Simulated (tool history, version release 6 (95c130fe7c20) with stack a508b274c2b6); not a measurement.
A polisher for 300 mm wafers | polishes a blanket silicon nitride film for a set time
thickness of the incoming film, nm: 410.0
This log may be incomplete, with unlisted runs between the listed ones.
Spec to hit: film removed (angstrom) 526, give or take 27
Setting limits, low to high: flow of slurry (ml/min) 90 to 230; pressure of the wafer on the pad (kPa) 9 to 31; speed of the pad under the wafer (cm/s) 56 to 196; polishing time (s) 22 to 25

| run | hour | flow of slurry (ml/min) | pressure of the wafer on the pad (kPa) | speed of the pad under the wafer (cm/s) | polishing time (s) | film removed (angstrom) |
|---|---|---|---|---|---|---|
| 1 | 0 | 150 | 20 | 126 | 25 | 346.03 |
| 2 | 6.1 | 150 | 20 | 126 | 22 | 294.93 |
| 3 | 8.5 | 150 | 21.4 | 126 | 22 | 312.84 |
| 4 | 10.1 | 150 | 22.8 | 130 | 22 | 345.97 |
| 5 | 15.4 | 175 | 22.8 | 130 | 22 | 344.75 |
| 6 | 17.8 | 175 | 18.6 | 130 | 22 | 291.24 |
| 7 | 18.4 | 180 | 24.1 | 146 | 22 | 400.34 |
|  | 20.9 | worn pad replaced by a new one |
| 8 | 20.9 | 180 | 24.8 | 146 | 22 | 453.2 |
| 9 | 25.9 | 180 | 26.2 | 146 | 22 | 470.52 |
| 10 | 30.1 | 180 | 27.6 | 146 | 22 | 501.65 |

Consider the 5 candidate settings below. Which is the only one whose results all fall within their allowed miss of target?
| A | 34.3 | 230 | 26.9 | 138 | 22 | ? |
| B | 34.3 | 175 | 26.9 | 146 | 24 | ? |
| C | 34.3 | 160 | 26.9 | 132 | 22 | ? |
| D | 34.3 | 145 | 24.8 | 144 | 24 | ? |
| E | 34.3 | 210 | 29 | 118 | 22 | ? |

| move | film removed (angstrom) |
|---|---|
| A | 473.21 |
| B | 522.11 |
| C | 435.99 |
| D | 464.66 |
| E | 444.21 |
A: moves away from the targets compared with the last run
B: hits every target within its allowed miss
C: moves away from the targets compared with the last run
D: moves away from the targets compared with the last run
E: moves away from the targets compared with the last run
So the answer is move B, the one that meets all the targets.
